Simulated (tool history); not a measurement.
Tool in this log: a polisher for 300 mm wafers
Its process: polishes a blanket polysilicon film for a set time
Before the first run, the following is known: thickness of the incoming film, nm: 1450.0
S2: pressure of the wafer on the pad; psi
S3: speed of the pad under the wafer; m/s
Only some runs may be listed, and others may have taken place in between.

{"run": 1, "hour": 0.0, "flow of slurry (ml/min)": 180, "S2": 3.2, "S3": 1.1, "polishing time (s)": 68, "film removed (angstrom)": 5868.5}
{"run": 2, "hour": 3.2, "flow of slurry (ml/min)": 180, "S2": 3.4, "S3": 1.1, "polishing time (s)": 68, "film removed (angstrom)": 6352.2}
{"run": 3, "hour": 7.1, "flow of slurry (ml/min)": 180, "S2": 3.5, "S3": 1.1, "polishing time (s)": 68, "film removed (angstrom)": 6449.9}
{"run": 4, "hour": 10.5, "flow of slurry (ml/min)": 180, "S2": 3.6, "S3": 1.1, "polishing time (s)": 68, "film removed (angstrom)": 6639.2}
{"hour": 18.9, "done": "worn pad replaced by a new one"}
{"run": 5, "hour": 18.9, "flow of slurry (ml/min)": 180, "S2": 3.7, "S3": 1.1, "polishing time (s)": 68, "film removed (angstrom)": 7248.5}
{"run": 6, "hour": 26.7, "flow of slurry (ml/min)": 180, "S2": 3.7, "S3": 1.1, "polishing time (s)": 68, "film removed (angstrom)": 7307.7}
{"run": 7, "hour": 32.2, "flow of slurry (ml/min)": 190, "S2": 3.9, "S3": 1.1, "polishing time (s)": 68, "film removed (angstrom)": 7784.4}

Predict the results of run 8:
{"run": 8, "hour": 36.8, "flow of slurry (ml/min)": 200, "S2": 4.0, "S3": 1.1, "polishing time (s)": 68, "film removed (angstrom)": "?"}

For run 8 the tool returned film removed (angstrom) 7951.7.
